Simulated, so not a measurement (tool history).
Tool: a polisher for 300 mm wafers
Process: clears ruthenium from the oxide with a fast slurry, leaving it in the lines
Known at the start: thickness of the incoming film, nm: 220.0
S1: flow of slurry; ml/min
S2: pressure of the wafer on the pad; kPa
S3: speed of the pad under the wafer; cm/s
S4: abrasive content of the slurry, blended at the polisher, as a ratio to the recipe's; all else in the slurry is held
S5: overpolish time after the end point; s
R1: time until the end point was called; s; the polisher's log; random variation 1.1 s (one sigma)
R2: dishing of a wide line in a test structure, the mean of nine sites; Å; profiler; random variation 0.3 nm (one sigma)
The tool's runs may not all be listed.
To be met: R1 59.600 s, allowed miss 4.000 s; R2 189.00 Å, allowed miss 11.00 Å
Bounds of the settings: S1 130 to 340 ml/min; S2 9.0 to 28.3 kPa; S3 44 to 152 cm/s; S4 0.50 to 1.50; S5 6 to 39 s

Run 1, hour 0.0: S1 220 ml/min, S2 18.6 kPa, S3 98 cm/s, S4 1.00, S5 20 s. Result: R1 54.568 s, R2 533.67 Å.
Run 2, hour 5.8: S1 220 ml/min, S2 17.9 kPa, S3 96 cm/s, S4 1.00, S5 17 s. Result: R1 58.690 s, R2 464.81 Å.
Run 3, hour 6.6: S1 220 ml/min, S2 17.9 kPa, S3 96 cm/s, S4 1.00, S5 20 s. Result: R1 58.317 s, R2 524.66 Å.
Run 4, hour 15.2: S1 175 ml/min, S2 17.9 kPa, S3 96 cm/s, S4 1.00, S5 20 s. Result: R1 60.638 s, R2 508.96 Å.
Run 5, hour 22.7: S1 205 ml/min, S2 18.6 kPa, S3 90 cm/s, S4 0.90, S5 17 s. Result: R1 63.474 s, R2 444.65 Å.
Run 6, hour 28.8: S1 205 ml/min, S2 21.4 kPa, S3 90 cm/s, S4 0.90, S5 17 s. Result: R1 54.881 s, R2 478.19 Å.
At hour 37.6: worn pad replaced by a new one.
Run 7, hour 37.6: S1 230 ml/min, S2 22.1 kPa, S3 82 cm/s, S4 0.80, S5 15 s. Result: R1 54.425 s, R2 447.89 Å.
Run 8, hour 42.4: S1 245 ml/min, S2 22.1 kPa, S3 74 cm/s, S4 0.75, S5 13 s. Result: R1 61.084 s, R2 361.72 Å.
Run 9, hour 44.1: S1 265 ml/min, S2 22.8 kPa, S3 68 cm/s, S4 0.70, S5 12 s. Result: R1 64.897 s, R2 320.84 Å.
Run 10, hour 49.8: S1 325 ml/min, S2 27.6 kPa, S3 44 cm/s, S4 0.50, S5 6 s. Result: R1 90.023 s, R2 123.32 Å.
Run 11, hour 52.4: S1 320 ml/min, S2 27.6 kPa, S3 50 cm/s, S4 0.50, S5 6 s. Result: R1 82.079 s, R2 136.86 Å.

Which of these 5 next moves meets every target?
Run A, hour 55.0: S1 310 ml/min, S2 28.3 kPa, S3 50 cm/s, S4 0.60, S5 8 s. Result: R1 ?, R2 ?.
Run B, hour 55.0: S1 320 ml/min, S2 28.3 kPa, S3 56 cm/s, S4 0.70, S5 6 s. Result: R1 ?, R2 ?.
Run C, hour 55.0: S1 305 ml/min, S2 28.3 kPa, S3 56 cm/s, S4 0.55, S5 7 s. Result: R1 ?, R2 ?.
Run D, hour 55.0: S1 245 ml/min, S2 24.1 kPa, S3 44 cm/s, S4 0.50, S5 10 s. Result: R1 ?, R2 ?.
Run E, hour 55.0: S1 330 ml/min, S2 28.3 kPa, S3 56 cm/s, S4 0.55, S5 8 s. Result: R1 ?, R2 ?.

move       R1      R2
   A   71.620  206.09
   B   60.100  186.08
   C   70.519  185.11
   D  104.770  178.58
   E   70.147  210.00
A: nearer than the last run, and not there yet
B: meets every target
C: nearer than the last run, and not there yet
D: further off than the last run
E: nearer than the last run, and not there yet
Move B is the one to make.
